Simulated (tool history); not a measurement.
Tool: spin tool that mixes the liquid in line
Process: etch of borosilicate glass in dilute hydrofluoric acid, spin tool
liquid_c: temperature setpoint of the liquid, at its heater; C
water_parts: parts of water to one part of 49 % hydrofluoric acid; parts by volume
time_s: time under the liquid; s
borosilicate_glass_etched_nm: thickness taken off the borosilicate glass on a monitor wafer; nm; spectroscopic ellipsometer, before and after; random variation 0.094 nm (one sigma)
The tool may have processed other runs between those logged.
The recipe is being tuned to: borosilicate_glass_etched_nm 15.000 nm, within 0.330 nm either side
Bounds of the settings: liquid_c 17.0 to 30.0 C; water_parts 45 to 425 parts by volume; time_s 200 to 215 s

run	day	liquid_c	water_parts	time_s	borosilicate_glass_etched_nm
1	0.000	22.0	235	200	26.826
2	0.121	20.5	260	200	22.277
3	0.321	19.5	275	200	20.142
4	0.688	19.5	275	215	21.692
5	0.996	19.5	245	215	25.136
6	1.121	18.5	270	215	21.321
7	1.279	18.0	290	215	19.174
8	1.479	17.5	305	215	17.594
9	1.550	17.5	305	215	17.672

Pick the move, out of 5, that brings all results within their allowed miss; only one does.
A	1.621	19.5	370	205	?
B	1.621	17.0	320	210	?
C	1.621	18.5	320	200	?
D	1.621	20.5	370	200	?
E	1.621	17.0	345	215	?

move	borosilicate_glass_etched_nm
A	14.190
B	15.992
C	16.103
D	14.340
E	14.880
A: carries the result that was furthest off beyond its target, to the other side
B: nearer than the last run, and not there yet
C: nearer than the last run, and not there yet
D: carries the result that was furthest off beyond its target, to the other side
E: in spec on every target
Answer: E
